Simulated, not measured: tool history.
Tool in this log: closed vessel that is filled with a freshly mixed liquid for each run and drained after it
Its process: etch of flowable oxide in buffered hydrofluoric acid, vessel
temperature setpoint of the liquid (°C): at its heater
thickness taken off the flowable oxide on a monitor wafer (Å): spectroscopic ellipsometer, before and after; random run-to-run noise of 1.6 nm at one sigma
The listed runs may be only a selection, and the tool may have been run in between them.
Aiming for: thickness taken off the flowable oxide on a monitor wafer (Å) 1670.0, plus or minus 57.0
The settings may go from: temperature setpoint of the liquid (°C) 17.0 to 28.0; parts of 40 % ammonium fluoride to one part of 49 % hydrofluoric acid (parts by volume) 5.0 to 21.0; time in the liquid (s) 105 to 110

run,hour,temperature setpoint of the liquid (°C),parts of 40 % ammonium fluoride to one part of 49 % hydrofluoric acid (parts by volume),time in the liquid (s),thickness taken off the flowable oxide on a monitor wafer (Å)
1,0.0,20.0,13.0,105,2337.7
2,7.0,19.0,13.5,105,2183.2
3,14.6,19.0,13.5,110,2243.7
4,15.5,17.0,13.5,110,2026.1
5,23.8,19.5,13.5,110,2339.6
6,30.3,21.0,13.5,110,2525.5
7,37.6,20.0,14.5,110,2207.4
8,45.9,19.0,15.0,110,2024.8
9,52.0,18.5,15.5,110,1909.9

Next run, 5 choices. One meets every target within its allowed miss, the rest don't. Which?
A,58.1,18.0,15.0,105,?
B,58.1,17.5,15.0,105,?
C,58.1,17.5,16.0,105,?
D,58.1,18.0,16.0,110,?
E,58.1,17.0,14.5,110,?

move,thickness taken off the flowable oxide on a monitor wafer (Å)
A,1837.8
B,1786.2
C,1676.2
D,1806.7
E,1880.3
A: nearer than the last run, and not there yet
B: nearer than the last run, and not there yet
C: all results in spec
D: nearer than the last run, and not there yet
E: nearer than the last run, and not there yet
The right move is C.
